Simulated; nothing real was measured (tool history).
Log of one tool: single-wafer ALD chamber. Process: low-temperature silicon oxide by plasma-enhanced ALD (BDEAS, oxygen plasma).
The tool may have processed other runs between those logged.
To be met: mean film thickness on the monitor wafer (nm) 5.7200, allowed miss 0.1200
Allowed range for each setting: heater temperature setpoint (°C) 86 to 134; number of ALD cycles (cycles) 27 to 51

| run | hour | heater temperature setpoint (°C) | number of ALD cycles (cycles) | mean film thickness on the monitor wafer (nm) |
|---|---|---|---|---|
| 1 | 0.0 | 110 | 39 | 4.9044 |
| 2 | 5.7 | 109 | 41 | 5.2020 |
| 3 | 8.4 | 114 | 41 | 5.1939 |
| 4 | 12.3 | 114 | 42 | 5.2892 |
| 5 | 14.0 | 124 | 42 | 5.2351 |
| 6 | 19.9 | 124 | 43 | 5.3381 |
| 7 | 24.1 | 124 | 43 | 5.3144 |
| 8 | 30.3 | 123 | 44 | 5.4766 |
| 9 | 32.1 | 122 | 45 | 5.5880 |

Below are 4 possible settings for the next run. Only one of them brings all results inside the allowed miss of their targets. Which is it?
| A | 33.9 | 103 | 42 | ? |
| B | 33.9 | 132 | 47 | ? |
| C | 33.9 | 125 | 44 | ? |
| D | 33.9 | 124 | 44 | ? |

| move | mean film thickness on the monitor wafer (nm) |
|---|---|
| A | 5.3756 |
| B | 5.7347 |
| C | 5.4321 |
| D | 5.4412 |
A: further off than the last run
B: every result within its allowed miss
C: further off than the last run
D: further off than the last run
Move B is the one to make.
